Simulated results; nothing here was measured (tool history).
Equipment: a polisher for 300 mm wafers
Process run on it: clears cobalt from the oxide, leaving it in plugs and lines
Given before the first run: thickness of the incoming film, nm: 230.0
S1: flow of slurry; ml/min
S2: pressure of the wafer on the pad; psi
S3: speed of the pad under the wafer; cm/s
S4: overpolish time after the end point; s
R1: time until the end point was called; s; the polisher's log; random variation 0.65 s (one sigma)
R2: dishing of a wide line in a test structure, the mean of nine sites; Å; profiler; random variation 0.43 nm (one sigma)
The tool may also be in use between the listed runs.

run    day   S1   S2  S3  S4      R1      R2
  1  0.000  170  2.5  84  14  44.566  365.92
  2  0.275  170  2.5  84  13  45.488  361.66
  3  0.325  170  2.5  84  12  45.785  347.09
  4  0.508  170  2.5  84  11  45.926  330.98
  5  0.729  170  2.5  84  15  45.027  386.78
  6  0.888  170  2.7  84  15  42.735  393.55
  7  1.204  170  2.7  84  14  41.754  377.34

For run 8, what comes out?
  8  1.304  170  2.7  84  13   ?   ?

{"run 8": {"R1": 41.733, "R2": 374.38}}
